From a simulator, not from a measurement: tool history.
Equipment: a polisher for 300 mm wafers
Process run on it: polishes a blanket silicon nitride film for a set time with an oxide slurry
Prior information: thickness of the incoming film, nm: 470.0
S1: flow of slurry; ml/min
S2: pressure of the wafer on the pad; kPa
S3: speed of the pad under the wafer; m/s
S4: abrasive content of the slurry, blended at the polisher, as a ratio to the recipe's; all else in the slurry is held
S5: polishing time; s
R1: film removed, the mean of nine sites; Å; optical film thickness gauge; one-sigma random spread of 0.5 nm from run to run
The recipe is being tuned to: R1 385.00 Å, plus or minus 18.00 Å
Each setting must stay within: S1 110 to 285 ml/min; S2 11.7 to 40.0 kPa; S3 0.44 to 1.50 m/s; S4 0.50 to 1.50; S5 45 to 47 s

run,day,S1,S2,S3,S4,S5,R1
1,0.000,180,25.5,0.96,1.00,45,292.22
2,0.183,180,26.9,0.96,1.00,45,309.86
3,0.425,180,26.9,0.96,0.80,45,279.38
4,0.546,180,26.9,0.96,0.80,45,270.57
5,0.662,180,28.3,0.96,0.80,45,281.77
6,0.792,180,22.8,0.96,0.80,45,236.19
7,1.042,180,25.5,0.98,0.80,45,265.62
8,1.075,180,27.6,0.98,0.80,45,279.29
9,1.204,180,29.6,0.98,0.80,45,310.24
10,1.483,180,31.0,0.98,0.80,45,316.25
# day 1.550: slurry nozzle cleaned
11,1.550,185,37.9,1.00,0.80,45,417.86

5 next moves are on the table. One of them brings every result within its allowed miss. Which?
A,1.617,165,39.3,1.12,0.85,45,?
B,1.617,155,37.9,0.86,0.70,45,?
C,1.617,165,33.8,0.86,0.85,45,?
D,1.617,110,34.5,0.94,0.85,45,?
E,1.617,160,36.5,0.84,0.85,47,?

move,R1
A,476.70
B,349.39
C,347.72
D,344.26
E,384.48
A: misses by more than the last run did
B: takes the result that was furthest off past its target
C: takes the result that was furthest off past its target
D: takes the result that was furthest off past its target
E: every result lands within tolerance
Correct choice: E, which meets every target
